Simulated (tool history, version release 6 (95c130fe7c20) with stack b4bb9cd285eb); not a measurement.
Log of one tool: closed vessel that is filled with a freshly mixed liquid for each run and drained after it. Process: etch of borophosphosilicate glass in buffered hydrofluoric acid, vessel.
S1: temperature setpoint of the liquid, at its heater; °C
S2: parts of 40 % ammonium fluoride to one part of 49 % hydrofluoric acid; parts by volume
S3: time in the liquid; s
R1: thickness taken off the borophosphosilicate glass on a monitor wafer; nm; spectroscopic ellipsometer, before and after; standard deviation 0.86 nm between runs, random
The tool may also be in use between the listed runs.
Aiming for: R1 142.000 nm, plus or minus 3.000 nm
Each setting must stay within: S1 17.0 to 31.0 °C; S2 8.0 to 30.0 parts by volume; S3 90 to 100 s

run 1 hour=0.0 | S1=23.0 S2=22.5 S3=90 | R1=88.714
run 2 hour=5.8 | S1=24.5 S2=22.5 S3=90 | R1=97.420
run 3 hour=10.8 | S1=26.5 S2=22.5 S3=90 | R1=107.760
run 4 hour=12.0 | S1=26.5 S2=25.0 S3=90 | R1=101.320
run 5 hour=14.6 | S1=28.0 S2=24.0 S3=90 | R1=111.430
run 6 hour=16.0 | S1=29.0 S2=23.0 S3=90 | R1=120.910
run 7 hour=22.0 | S1=29.5 S2=22.5 S3=90 | R1=124.940
run 8 hour=30.0 | S1=29.5 S2=22.5 S3=90 | R1=125.220

Exactly one of the 4 candidate moves below puts every result within its allowed miss. Which one?
run A hour=38.0 | S1=28.5 S2=17.0 S3=90 | R1=?
run B hour=38.0 | S1=29.5 S2=20.5 S3=95 | R1=?
run C hour=38.0 | S1=28.0 S2=22.5 S3=90 | R1=?
run D hour=38.0 | S1=31.0 S2=29.5 S3=95 | R1=?

move=A R1=152.460
move=B R1=142.080
move=C R1=116.650
move=D R1=119.840
A: takes the result that was furthest off past its target
B: each result inside its tolerance
C: moves away from the targets compared with the last run
D: moves away from the targets compared with the last run
Move B is the one to make.
